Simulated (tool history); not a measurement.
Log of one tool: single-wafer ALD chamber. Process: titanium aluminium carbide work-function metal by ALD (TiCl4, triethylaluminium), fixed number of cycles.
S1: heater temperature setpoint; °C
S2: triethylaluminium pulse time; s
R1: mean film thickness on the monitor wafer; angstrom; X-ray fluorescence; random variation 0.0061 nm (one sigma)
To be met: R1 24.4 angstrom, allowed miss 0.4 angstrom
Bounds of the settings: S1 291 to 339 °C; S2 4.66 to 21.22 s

Run 1, hour 0: S1 315 °C, S2 12.94 s. Result: R1 22.157 angstrom.
Run 2, hour 1.5: S1 320 °C, S2 12.94 s. Result: R1 22.711 angstrom.
Run 3, hour 9.8: S1 316 °C, S2 12.94 s. Result: R1 22.254 angstrom.
Run 4, hour 17.9: S1 316 °C, S2 14.47 s. Result: R1 22.487 angstrom.
Run 5, hour 20.6: S1 308 °C, S2 14.47 s. Result: R1 21.713 angstrom.
Run 6, hour 23.3: S1 302 °C, S2 14.47 s. Result: R1 21.015 angstrom.
Run 7, hour 25.5: S1 307 °C, S2 15.01 s. Result: R1 21.635 angstrom.
Run 8, hour 33.5: S1 311 °C, S2 15.47 s. Result: R1 22.1 angstrom.
Run 9, hour 38.7: S1 323 °C, S2 18.1 s. Result: R1 23.777 angstrom.
Run 10, hour 46.7: S1 324 °C, S2 18.2 s. Result: R1 23.813 angstrom.
Run 11, hour 54.9: S1 325 °C, S2 18.3 s. Result: R1 23.825 angstrom.
Run 12, hour 57.2: S1 325 °C, S2 18.3 s. Result: R1 23.936 angstrom.
Run 13, hour 65: S1 326 °C, S2 18.38 s. Result: R1 24.006 angstrom.

4 next moves are on the table. One of them brings every result within its allowed miss. Which?
Run A, hour 72.8: S1 339 °C, S2 17.86 s. Result: R1 ?.
Run B, hour 72.8: S1 322 °C, S2 21.22 s. Result: R1 ?.
Run C, hour 72.8: S1 330 °C, S2 17.61 s. Result: R1 ?.
Run D, hour 72.8: S1 323 °C, S2 18.02 s. Result: R1 ?.

move      R1
   A  25.254
   B  23.571
   C  24.263
   D  23.538
A: takes the result that was furthest off past its target
B: further off than the last run
C: meets every target
D: further off than the last run
Answer: C
